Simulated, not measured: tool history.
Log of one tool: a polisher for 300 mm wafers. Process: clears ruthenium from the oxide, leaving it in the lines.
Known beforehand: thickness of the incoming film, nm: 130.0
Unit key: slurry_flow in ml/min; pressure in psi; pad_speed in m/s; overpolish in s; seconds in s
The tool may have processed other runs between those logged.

run 1 day=0 | slurry_flow=290 pressure=2.3 pad_speed=1.18 overpolish=54 | seconds=76.34
run 2 day=0.262 | slurry_flow=290 pressure=2.4 pad_speed=1.18 overpolish=54 | seconds=73.883
run 3 day=0.421 | slurry_flow=290 pressure=2.4 pad_speed=1.18 overpolish=57 | seconds=73.315
run 4 day=0.721 | slurry_flow=250 pressure=2.4 pad_speed=1.18 overpolish=57 | seconds=75.287
run 5 day=0.833 | slurry_flow=250 pressure=2.1 pad_speed=1.18 overpolish=57 | seconds=85.401
-- day=0.888 slurry nozzle cleaned
run 6 day=0.888 | slurry_flow=250 pressure=2.1 pad_speed=0.98 overpolish=57 | seconds=100.11
run 7 day=0.95 | slurry_flow=255 pressure=2.2 pad_speed=0.98 overpolish=57 | seconds=94.497
run 8 day=1.167 | slurry_flow=255 pressure=2.3 pad_speed=0.98 overpolish=57 | seconds=90.166
run 9 day=1.383 | slurry_flow=255 pressure=2.9 pad_speed=1 overpolish=57 | seconds=70.732
run 10 day=1.517 | slurry_flow=260 pressure=2.9 pad_speed=1 overpolish=57 | seconds=70.31
run 11 day=1.767 | slurry_flow=265 pressure=2.9 pad_speed=1 overpolish=57 | seconds=72.143

Run 12 is up next; what results do you expect?
run 12 day=2.029 | slurry_flow=265 pressure=3 pad_speed=1 overpolish=57 | seconds=?

Run 12 gave seconds 66.943 s.

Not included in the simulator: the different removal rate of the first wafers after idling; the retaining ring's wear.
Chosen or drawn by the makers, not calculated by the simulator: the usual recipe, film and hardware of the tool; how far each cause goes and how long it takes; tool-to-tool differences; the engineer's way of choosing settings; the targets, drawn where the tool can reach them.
